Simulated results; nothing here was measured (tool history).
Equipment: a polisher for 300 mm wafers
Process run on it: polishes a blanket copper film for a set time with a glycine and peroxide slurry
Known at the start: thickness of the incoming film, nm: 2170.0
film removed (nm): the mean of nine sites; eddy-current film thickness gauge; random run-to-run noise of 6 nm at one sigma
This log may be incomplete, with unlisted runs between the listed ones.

run,day,flow of slurry (ml/min),pressure of the wafer on the pad (kPa),speed of the pad under the wafer (cm/s),polishing time (s),film removed (nm)
1,0,305,11.7,128,73,356.76
2,0.133,305,13.1,130,73,391.43
3,0.504,305,11,130,73,337.96
4,0.575,305,12.4,130,73,375.03
5,0.792,335,12.4,130,73,378.7
6,0.929,380,12.4,130,73,383.04
7,0.979,380,13.1,132,73,408.57
8,1.162,380,13.8,132,73,422.69
9,1.308,380,14.5,132,73,430.5

The next listed run, before its measurement:
10,1.479,380,15.2,132,73,?

{"run 10": {"film removed (nm)": 453.33}}
